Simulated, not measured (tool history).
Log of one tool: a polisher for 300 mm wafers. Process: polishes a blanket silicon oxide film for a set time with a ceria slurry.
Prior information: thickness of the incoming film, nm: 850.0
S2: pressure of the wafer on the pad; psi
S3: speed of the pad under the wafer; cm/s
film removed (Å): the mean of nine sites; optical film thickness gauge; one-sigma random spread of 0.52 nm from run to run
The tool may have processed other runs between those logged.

Run 1, hour 0.0: flow of slurry (ml/min) 210, S2 2.0 psi, S3 118 cm/s, polishing time (s) 27. Result: film removed (Å) 730.30.
Run 2, hour 5.9: flow of slurry (ml/min) 185, S2 2.0 psi, S3 118 cm/s, polishing time (s) 27. Result: film removed (Å) 711.21.
Run 3, hour 8.2: flow of slurry (ml/min) 180, S2 1.7 psi, S3 116 cm/s, polishing time (s) 27. Result: film removed (Å) 601.93.
Run 4, hour 14.9: flow of slurry (ml/min) 180, S2 1.5 psi, S3 116 cm/s, polishing time (s) 27. Result: film removed (Å) 532.66.
Run 5, hour 21.4: flow of slurry (ml/min) 180, S2 1.4 psi, S3 116 cm/s, polishing time (s) 27. Result: film removed (Å) 492.35.
Run 6, hour 24.6: flow of slurry (ml/min) 135, S2 1.4 psi, S3 116 cm/s, polishing time (s) 27. Result: film removed (Å) 484.61.

Estimate the outcome of run 7 from the log above:
Run 7, hour 29.0: flow of slurry (ml/min) 135, S2 1.1 psi, S3 114 cm/s, polishing time (s) 27. Result: film removed (Å) ?.

film removed (Å): 376.03
